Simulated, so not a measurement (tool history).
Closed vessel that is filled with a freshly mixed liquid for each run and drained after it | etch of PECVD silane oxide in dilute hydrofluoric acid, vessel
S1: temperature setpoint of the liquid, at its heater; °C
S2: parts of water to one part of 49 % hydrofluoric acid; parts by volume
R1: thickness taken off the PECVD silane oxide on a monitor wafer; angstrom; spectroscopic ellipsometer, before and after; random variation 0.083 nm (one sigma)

Run 1, hour 0: S1 22 °C, S2 190 parts by volume, time in the liquid (s) 190. Result: R1 218.38 angstrom.
Run 2, hour 6.4: S1 23.5 °C, S2 190 parts by volume, time in the liquid (s) 190. Result: R1 232.39 angstrom.
Run 3, hour 12.7: S1 25 °C, S2 190 parts by volume, time in the liquid (s) 190. Result: R1 246.79 angstrom.
Run 4, hour 19.1: S1 27.5 °C, S2 190 parts by volume, time in the liquid (s) 190. Result: R1 266.53 angstrom.
Run 5, hour 20.2: S1 27.5 °C, S2 220 parts by volume, time in the liquid (s) 190. Result: R1 223.64 angstrom.
Run 6, hour 27.3: S1 25.5 °C, S2 225 parts by volume, time in the liquid (s) 190. Result: R1 203.83 angstrom.
Run 7, hour 35.9: S1 21.5 °C, S2 255 parts by volume, time in the liquid (s) 190. Result: R1 150.44 angstrom.

Run 8 comes next. What will it give?
Run 8, hour 37.3: S1 21 °C, S2 255 parts by volume, time in the liquid (s) 190. Result: R1 ?.

{"run 8": {"R1": 147.44}}

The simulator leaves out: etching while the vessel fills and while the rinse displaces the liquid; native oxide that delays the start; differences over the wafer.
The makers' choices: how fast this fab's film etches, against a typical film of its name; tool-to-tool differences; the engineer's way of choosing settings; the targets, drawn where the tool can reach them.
